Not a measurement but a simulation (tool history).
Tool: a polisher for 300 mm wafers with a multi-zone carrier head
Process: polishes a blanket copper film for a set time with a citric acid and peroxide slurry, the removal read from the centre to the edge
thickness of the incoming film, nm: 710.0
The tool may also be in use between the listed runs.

run  hour  flow of slurry (ml/min)  pressure of the head's centre zone  pressure of the head's middle zone  pressure of the head's edge zone  abrasive content of the slurry  polishing time (s)  film removed at the wafer's centre (angstrom)  film removed at mid-radius (angstrom)  film removed at the wafer's edge (angstrom)
  1   0.0                      225                                1.00                                1.00                              1.00                            1.00                  44                                         1204.4                                 1248.3                                       1321.9
  2   6.8                      215                                0.98                                1.02                              0.96                            0.95                  44                                         1151.9                                 1248.4                                       1266.4
  3  10.8                      215                                0.98                                1.08                              0.96                            0.95                  44                                         1159.2                                 1309.3                                       1273.6
  4  17.7                      215                                0.98                                1.12                              0.96                            0.95                  44                                         1156.9                                 1329.4                                       1261.6
  5  26.6                      215                                0.98                                1.12                              0.99                            0.95                  44                                         1157.9                                 1332.6                                       1300.7
  6  31.6                      215                                0.98                                1.12                              0.95                            0.95                  44                                         1154.4                                 1364.4                                       1263.0
  7  40.2                      200                                0.97                                1.10                              0.94                            0.90                  44                                         1117.3                                 1317.0                                       1213.0

Forecast run 8:
     46.2  -- edge zone pressure recalibrated
  8  46.2                      160                                0.94                                1.06                              0.95                            0.90                  44                                              ?                                      ?                                            ?

{"run 8": {"film removed at the wafer's centre (angstrom)": 1023.1, "film removed at mid-radius (angstrom)": 1207.0, "film removed at the wafer's edge (angstrom)": 1147.6}}

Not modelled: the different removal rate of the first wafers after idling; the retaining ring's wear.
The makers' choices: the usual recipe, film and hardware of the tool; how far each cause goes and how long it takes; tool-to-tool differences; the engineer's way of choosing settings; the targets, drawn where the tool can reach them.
